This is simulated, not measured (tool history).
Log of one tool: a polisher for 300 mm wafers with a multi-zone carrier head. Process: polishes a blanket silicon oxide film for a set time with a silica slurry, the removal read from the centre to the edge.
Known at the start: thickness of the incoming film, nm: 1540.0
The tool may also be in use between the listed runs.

run,day,flow of slurry (ml/min),pressure of the head's centre zone,pressure of the head's middle zone,pressure of the head's edge zone,abrasive content of the slurry,polishing time (s),film removed at the wafer's centre (angstrom),film removed at mid-radius (angstrom),film removed at the wafer's edge (angstrom)
1,0,175,1,1,1,1,41,2143.5,2271,2231.5
2,0.062,175,1,1,1,0.9,41,2075.3,2091.1,2097.1
3,0.204,175,1,1,1,0.9,34,1728.9,1782,1765.1
4,0.254,175,1,1,0.93,0.9,34,1726.1,1831.7,1681.1
5,0.471,175,1,1,0.87,0.9,34,1731.6,1787.4,1623.3
6,0.546,175,1,1,0.87,0.9,39,1972.1,2100.9,1876.4
7,0.654,175,1,0.99,0.87,0.9,39,1985.8,2011.8,1908
8,0.854,180,1.02,0.97,0.85,0.85,39,1980.8,1952.5,1802
9,1.183,180,1.02,0.96,0.86,0.85,39,1996.9,1970,1852.1

Forecast run 10:
10,1.462,180,1.02,0.95,0.86,0.85,39,?,?,?

Run 10 gave film removed at the wafer's centre (angstrom) 1979.4, film removed at mid-radius (angstrom) 1983.6, film removed at the wafer's edge (angstrom) 1811.7.
